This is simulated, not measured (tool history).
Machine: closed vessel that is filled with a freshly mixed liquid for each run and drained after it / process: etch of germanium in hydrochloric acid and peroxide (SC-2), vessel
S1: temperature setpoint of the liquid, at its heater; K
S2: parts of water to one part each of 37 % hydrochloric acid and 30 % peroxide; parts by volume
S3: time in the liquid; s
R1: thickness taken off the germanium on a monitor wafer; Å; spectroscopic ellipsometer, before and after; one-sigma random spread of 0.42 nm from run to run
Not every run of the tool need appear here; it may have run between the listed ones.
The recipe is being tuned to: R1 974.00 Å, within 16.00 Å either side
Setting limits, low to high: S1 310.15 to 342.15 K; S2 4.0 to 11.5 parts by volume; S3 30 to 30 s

run  hour      S1   S2  S3      R1
  1   0.0  326.15  6.5  30  647.05
  2   2.1  326.15  6.5  30  641.05
  3   7.9  331.65  6.5  30  769.10
  4  10.8  331.65  7.5  30  757.46
  5  15.1  333.65  7.5  30  808.43
  6  17.3  335.15  7.5  30  839.98
  7  18.2  336.65  7.5  30  881.21
  8  21.7  337.65  7.5  30  904.75
  9  22.6  338.15  7.5  30  919.12
 10  26.9  338.65  7.5  30  930.29
 11  32.1  339.15  7.5  30  943.84

Which of these 4 next moves meets every target?
  A  37.3  342.15  9.5  30   ?
  B  37.3  342.15  8.0  30   ?
  C  37.3  339.15  8.0  30   ?
  D  37.3  339.65  5.5  30   ?

move       R1
   A  1007.90
   B  1025.80
   C   942.41
   D   980.01
A: carries the result that was furthest off beyond its target, to the other side
B: carries the result that was furthest off beyond its target, to the other side
C: as far off as the last run
D: every result lands within tolerance
D meets every target.

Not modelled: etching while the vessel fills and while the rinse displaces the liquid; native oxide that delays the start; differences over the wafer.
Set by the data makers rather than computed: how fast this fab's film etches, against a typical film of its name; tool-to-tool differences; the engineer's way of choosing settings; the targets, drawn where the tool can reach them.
